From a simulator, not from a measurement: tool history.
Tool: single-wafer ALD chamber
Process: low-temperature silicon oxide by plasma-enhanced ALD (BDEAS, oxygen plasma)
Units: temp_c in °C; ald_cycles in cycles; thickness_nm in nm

{"run": 1, "hour": 0.0, "temp_c": 100, "ald_cycles": 57, "thickness_nm": 8.5683}
{"run": 2, "hour": 8.2, "temp_c": 100, "ald_cycles": 53, "thickness_nm": 7.9593}
{"run": 3, "hour": 14.9, "temp_c": 100, "ald_cycles": 60, "thickness_nm": 8.9779}
{"run": 4, "hour": 17.1, "temp_c": 95, "ald_cycles": 60, "thickness_nm": 9.1387}
{"run": 5, "hour": 24.9, "temp_c": 97, "ald_cycles": 59, "thickness_nm": 8.9746}
{"run": 6, "hour": 29.2, "temp_c": 97, "ald_cycles": 54, "thickness_nm": 8.1376}
{"run": 7, "hour": 34.9, "temp_c": 98, "ald_cycles": 54, "thickness_nm": 8.1148}
{"run": 8, "hour": 41.0, "temp_c": 99, "ald_cycles": 54, "thickness_nm": 8.137}
{"run": 9, "hour": 45.0, "temp_c": 100, "ald_cycles": 54, "thickness_nm": 8.0444}
{"run": 10, "hour": 52.7, "temp_c": 101, "ald_cycles": 54, "thickness_nm": 8.0229}

The next listed run, before its measurement:
{"run": 11, "hour": 58.3, "temp_c": 102, "ald_cycles": 54, "thickness_nm": "?"}

Run 11 gave thickness_nm 8.0271 nm.
